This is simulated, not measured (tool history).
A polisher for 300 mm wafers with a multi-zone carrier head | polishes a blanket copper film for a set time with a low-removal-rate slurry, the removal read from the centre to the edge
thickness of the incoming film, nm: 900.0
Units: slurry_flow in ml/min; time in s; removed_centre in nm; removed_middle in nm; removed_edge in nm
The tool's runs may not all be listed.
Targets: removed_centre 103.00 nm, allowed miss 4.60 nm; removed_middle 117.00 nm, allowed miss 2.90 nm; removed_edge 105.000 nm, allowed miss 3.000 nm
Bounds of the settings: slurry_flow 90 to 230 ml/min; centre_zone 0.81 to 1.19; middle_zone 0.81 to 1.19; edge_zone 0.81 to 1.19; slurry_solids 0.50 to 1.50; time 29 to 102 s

Run 1, hour 0.0: slurry_flow 150 ml/min, centre_zone 1.00, middle_zone 1.00, edge_zone 1.00, slurry_solids 1.00, time 65 s. Result: removed_centre 130.34 nm, removed_middle 130.88 nm, removed_edge 132.460 nm.
Run 2, hour 2.8: slurry_flow 145 ml/min, centre_zone 0.99, middle_zone 1.01, edge_zone 0.97, slurry_solids 0.95, time 65 s. Result: removed_centre 128.72 nm, removed_middle 129.58 nm, removed_edge 128.820 nm.
Run 3, hour 4.5: slurry_flow 155 ml/min, centre_zone 0.99, middle_zone 1.01, edge_zone 0.97, slurry_solids 0.95, time 65 s. Result: removed_centre 128.99 nm, removed_middle 130.69 nm, removed_edge 130.570 nm.
Run 4, hour 9.9: slurry_flow 150 ml/min, centre_zone 0.98, middle_zone 1.02, edge_zone 0.95, slurry_solids 0.90, time 65 s. Result: removed_centre 128.18 nm, removed_middle 126.89 nm, removed_edge 126.100 nm.
Run 5, hour 18.0: slurry_flow 150 ml/min, centre_zone 0.98, middle_zone 1.02, edge_zone 1.01, slurry_solids 0.90, time 65 s. Result: removed_centre 126.45 nm, removed_middle 128.66 nm, removed_edge 131.000 nm.
Run 6, hour 20.5: slurry_flow 150 ml/min, centre_zone 0.98, middle_zone 1.09, edge_zone 1.01, slurry_solids 0.90, time 65 s. Result: removed_centre 123.62 nm, removed_middle 136.25 nm, removed_edge 130.540 nm.
Run 7, hour 23.7: slurry_flow 145 ml/min, centre_zone 0.96, middle_zone 1.10, edge_zone 0.98, slurry_solids 0.85, time 65 s. Result: removed_centre 121.30 nm, removed_middle 134.20 nm, removed_edge 125.860 nm.
Run 8, hour 26.8: slurry_flow 140 ml/min, centre_zone 0.94, middle_zone 1.10, edge_zone 0.96, slurry_solids 0.80, time 65 s. Result: removed_centre 112.41 nm, removed_middle 130.91 nm, removed_edge 122.320 nm.
Run 9, hour 28.4: slurry_flow 135 ml/min, centre_zone 0.94, middle_zone 1.10, edge_zone 0.94, slurry_solids 0.80, time 65 s. Result: removed_centre 115.73 nm, removed_middle 129.35 nm, removed_edge 120.480 nm.
Run 10, hour 36.0: slurry_flow 130 ml/min, centre_zone 0.93, middle_zone 1.10, edge_zone 0.92, slurry_solids 0.80, time 65 s. Result: removed_centre 111.84 nm, removed_middle 130.11 nm, removed_edge 119.420 nm.
Run 11, hour 41.9: slurry_flow 125 ml/min, centre_zone 0.93, middle_zone 1.10, edge_zone 0.90, slurry_solids 0.75, time 65 s. Result: removed_centre 107.43 nm, removed_middle 126.66 nm, removed_edge 115.640 nm.
Run 12, hour 44.4: slurry_flow 100 ml/min, centre_zone 0.98, middle_zone 1.08, edge_zone 0.81, slurry_solids 0.65, time 64 s. Result: removed_centre 100.54 nm, removed_middle 112.12 nm, removed_edge 100.790 nm.
Run 13, hour 48.9: slurry_flow 105 ml/min, centre_zone 0.98, middle_zone 1.08, edge_zone 0.81, slurry_solids 0.65, time 64 s. Result: removed_centre 103.97 nm, removed_middle 112.97 nm, removed_edge 100.810 nm.
Run 14, hour 54.0: slurry_flow 105 ml/min, centre_zone 0.97, middle_zone 1.08, edge_zone 0.82, slurry_solids 0.65, time 64 s. Result: removed_centre 106.35 nm, removed_middle 112.73 nm, removed_edge 101.480 nm.
Run 15, hour 60.9: slurry_flow 105 ml/min, centre_zone 0.96, middle_zone 1.08, edge_zone 0.82, slurry_solids 0.65, time 64 s. Result: removed_centre 101.72 nm, removed_middle 111.70 nm, removed_edge 100.500 nm.

Which of these 4 next moves meets every target?
Run A, hour 67.8: slurry_flow 90 ml/min, centre_zone 0.97, middle_zone 1.12, edge_zone 0.86, slurry_solids 0.60, time 69 s. Result: removed_centre ?, removed_middle ?, removed_edge ?.
Run B, hour 67.8: slurry_flow 120 ml/min, centre_zone 1.00, middle_zone 1.07, edge_zone 0.82, slurry_solids 0.75, time 56 s. Result: removed_centre ?, removed_middle ?, removed_edge ?.
Run C, hour 67.8: slurry_flow 90 ml/min, centre_zone 0.97, middle_zone 1.02, edge_zone 0.86, slurry_solids 0.50, time 73 s. Result: removed_centre ?, removed_middle ?, removed_edge ?.
Run D, hour 67.8: slurry_flow 105 ml/min, centre_zone 0.98, middle_zone 1.02, edge_zone 0.89, slurry_solids 0.80, time 60 s. Result: removed_centre ?, removed_middle ?, removed_edge ?.

move  removed_centre  removed_middle  removed_edge
   A          103.91          118.45       106.390
   B          100.23          105.51        94.462
   C          104.11          109.66       106.810
   D          103.39          107.14       104.680
A: meets every target
B: further off than the last run
C: further off than the last run
D: further off than the last run
Answer: A
